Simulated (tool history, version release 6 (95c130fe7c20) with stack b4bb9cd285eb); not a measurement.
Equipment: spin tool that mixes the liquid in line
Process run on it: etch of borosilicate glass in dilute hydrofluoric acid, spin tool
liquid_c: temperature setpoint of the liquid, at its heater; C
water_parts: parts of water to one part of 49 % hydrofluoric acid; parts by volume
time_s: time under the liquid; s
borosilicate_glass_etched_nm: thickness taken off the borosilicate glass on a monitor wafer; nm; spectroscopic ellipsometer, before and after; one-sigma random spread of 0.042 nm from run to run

run,hour,liquid_c,water_parts,time_s,borosilicate_glass_etched_nm
1,0.0,23.0,255,85,8.7616
2,7.1,21.0,255,85,8.1325
3,11.9,20.5,255,85,8.0786
4,15.9,22.0,255,85,8.5120
5,17.1,21.0,255,85,8.1349
6,19.3,20.5,255,85,8.0636
7,27.3,20.0,255,85,7.9127
8,28.4,20.0,255,85,7.9149
9,31.5,19.5,255,85,7.6973

Run 10 comes next. What will it give?
10,37.9,19.5,255,85,?

borosilicate_glass_etched_nm: 7.8132 nm
